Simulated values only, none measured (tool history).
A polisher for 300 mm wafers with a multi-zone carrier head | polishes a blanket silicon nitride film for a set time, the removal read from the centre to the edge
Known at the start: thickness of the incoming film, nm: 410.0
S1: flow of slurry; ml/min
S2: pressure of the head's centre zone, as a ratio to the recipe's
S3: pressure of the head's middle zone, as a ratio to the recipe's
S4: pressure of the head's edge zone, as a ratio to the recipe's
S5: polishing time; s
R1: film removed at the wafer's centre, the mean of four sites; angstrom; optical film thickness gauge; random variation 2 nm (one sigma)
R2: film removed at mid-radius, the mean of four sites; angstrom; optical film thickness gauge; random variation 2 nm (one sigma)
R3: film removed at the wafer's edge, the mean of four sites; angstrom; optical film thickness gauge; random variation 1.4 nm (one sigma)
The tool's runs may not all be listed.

| run | day | S1 | S2 | S3 | S4 | S5 | R1 | R2 | R3 |
|---|---|---|---|---|---|---|---|---|---|
| 1 | 0.000 | 280 | 1.00 | 1.00 | 1.00 | 50 | 1746.9 | 1682.8 | 1741.5 |
| 2 | 0.325 | 330 | 1.00 | 1.00 | 1.00 | 50 | 1718.3 | 1704.0 | 1723.3 |
| 3 | 0.533 | 335 | 1.00 | 1.02 | 1.01 | 51 | 1767.0 | 1737.8 | 1800.7 |
| 4 | 0.567 | 335 | 0.99 | 1.04 | 1.00 | 52 | 1779.2 | 1819.1 | 1817.7 |
| 5 | 0.629 | 335 | 0.98 | 1.05 | 1.00 | 53 | 1807.9 | 1864.8 | 1858.8 |
| 6 | 0.912 | 335 | 0.97 | 1.06 | 1.00 | 54 | 1766.0 | 1918.2 | 1887.9 |
| 7 | 1.021 | 385 | 1.00 | 1.16 | 1.09 | 58 | 2030.7 | 2256.2 | 2118.2 |

Run 8 comes next. What will it give?
| 8 | 1.254 | 385 | 0.99 | 1.16 | 1.09 | 58 | ? | ? | ? |

Run 8 gave R1 2010.8 angstrom, R2 2282.8 angstrom, R3 2123.7 angstrom.
